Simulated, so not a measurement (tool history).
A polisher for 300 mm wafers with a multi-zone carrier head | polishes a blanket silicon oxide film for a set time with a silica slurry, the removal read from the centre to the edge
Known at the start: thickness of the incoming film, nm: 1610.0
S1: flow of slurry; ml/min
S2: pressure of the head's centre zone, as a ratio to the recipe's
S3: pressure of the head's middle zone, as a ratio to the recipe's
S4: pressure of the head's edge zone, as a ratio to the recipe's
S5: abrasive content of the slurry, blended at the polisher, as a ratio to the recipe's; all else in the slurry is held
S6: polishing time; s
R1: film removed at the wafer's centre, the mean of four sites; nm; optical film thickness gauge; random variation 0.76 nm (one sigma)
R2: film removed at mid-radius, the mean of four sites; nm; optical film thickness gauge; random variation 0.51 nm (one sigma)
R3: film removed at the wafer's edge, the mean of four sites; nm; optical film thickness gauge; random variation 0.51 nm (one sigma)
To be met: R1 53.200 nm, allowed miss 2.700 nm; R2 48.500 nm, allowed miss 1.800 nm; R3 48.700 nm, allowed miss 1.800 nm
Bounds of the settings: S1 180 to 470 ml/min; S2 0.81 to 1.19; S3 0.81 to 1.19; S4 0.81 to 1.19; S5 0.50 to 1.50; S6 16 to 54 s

run	hour	S1	S2	S3	S4	S5	S6	R1	R2	R3
1	0.0	300	1.00	1.00	1.00	1.00	35	102.900	102.950	106.330
2	6.1	300	1.02	0.99	0.96	0.85	30	83.165	79.179	82.674
3	14.2	300	1.02	0.99	0.96	0.85	37	104.880	97.734	102.340
4	19.5	300	1.02	0.99	0.89	0.85	37	103.840	99.342	99.880
5	22.1	335	1.02	0.99	0.89	0.85	37	104.410	100.060	98.535
6	31.0	335	1.07	0.99	0.89	0.85	37	110.470	98.445	97.127
7	32.9	340	1.06	0.99	0.88	0.75	32	88.944	81.723	79.532
8	39.9	325	1.04	0.90	0.83	0.50	22	46.179	39.620	41.844
9	43.5	335	1.05	0.93	0.86	0.50	22	46.438	39.686	41.411
10	51.0	330	1.05	0.95	0.88	0.55	22	50.229	43.694	45.040
11	57.9	325	1.05	0.97	0.90	0.55	22	50.726	44.773	45.328
12	62.0	320	1.05	0.98	0.92	0.55	22	50.058	44.380	45.503
13	67.7	325	1.05	0.99	0.94	0.55	22	49.967	44.556	46.635
14	69.0	325	1.06	1.01	0.95	0.55	22	51.457	46.291	46.616
15	70.0	325	1.06	1.02	0.96	0.55	22	49.885	46.236	47.599
16	73.6	345	1.11	1.05	0.95	0.60	22	55.865	51.060	50.018
# hour 80.9: edge zone pressure recalibrated
17	80.9	340	1.10	1.04	0.95	0.60	22	54.293	50.877	47.433
18	81.6	370	1.10	1.00	1.05	0.55	22	53.832	46.298	48.908

4 next moves are on the table. One of them brings every result within its allowed miss. Which?
A	82.3	315	1.09	0.89	1.04	0.50	25	?	?	?
B	82.3	380	1.12	0.98	0.99	0.50	23	?	?	?
C	82.3	290	1.06	0.99	0.97	0.50	25	?	?	?
D	82.3	355	1.09	1.04	1.14	0.50	22	?	?	?

move	R1	R2	R3
A	54.769	44.088	49.070
B	52.795	44.704	44.598
C	52.775	47.785	47.066
D	48.849	44.705	45.523
A: further off than the last run
B: further off than the last run
C: meets every target
D: further off than the last run
Answer: C

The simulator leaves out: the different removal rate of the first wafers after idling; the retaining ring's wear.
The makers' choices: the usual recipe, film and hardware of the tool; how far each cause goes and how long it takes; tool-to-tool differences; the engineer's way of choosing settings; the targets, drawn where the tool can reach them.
